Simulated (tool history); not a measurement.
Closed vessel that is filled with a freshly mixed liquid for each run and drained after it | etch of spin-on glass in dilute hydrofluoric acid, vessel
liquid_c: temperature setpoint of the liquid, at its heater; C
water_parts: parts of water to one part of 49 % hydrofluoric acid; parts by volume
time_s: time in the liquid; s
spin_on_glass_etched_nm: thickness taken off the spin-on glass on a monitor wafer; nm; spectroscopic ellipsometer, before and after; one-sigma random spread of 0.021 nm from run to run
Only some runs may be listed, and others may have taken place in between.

Run 1, hour 0.0: liquid_c 23.0 C, water_parts 265 parts by volume, time_s 50 s. Result: spin_on_glass_etched_nm 6.5411 nm.
Run 2, hour 2.2: liquid_c 23.0 C, water_parts 225 parts by volume, time_s 50 s. Result: spin_on_glass_etched_nm 7.9587 nm.
Run 3, hour 4.1: liquid_c 22.0 C, water_parts 235 parts by volume, time_s 50 s. Result: spin_on_glass_etched_nm 7.3324 nm.
Run 4, hour 7.7: liquid_c 22.0 C, water_parts 295 parts by volume, time_s 50 s. Result: spin_on_glass_etched_nm 5.5160 nm.
Run 5, hour 9.7: liquid_c 22.0 C, water_parts 295 parts by volume, time_s 50 s. Result: spin_on_glass_etched_nm 5.5077 nm.
Run 6, hour 11.1: liquid_c 21.5 C, water_parts 295 parts by volume, time_s 50 s. Result: spin_on_glass_etched_nm 5.3907 nm.
Run 7, hour 16.0: liquid_c 21.5 C, water_parts 295 parts by volume, time_s 50 s. Result: spin_on_glass_etched_nm 5.4015 nm.

For run 8, what comes out?
Run 8, hour 19.4: liquid_c 21.0 C, water_parts 295 parts by volume, time_s 50 s. Result: spin_on_glass_etched_nm ?.

{"run 8": {"spin_on_glass_etched_nm": 5.2921}}
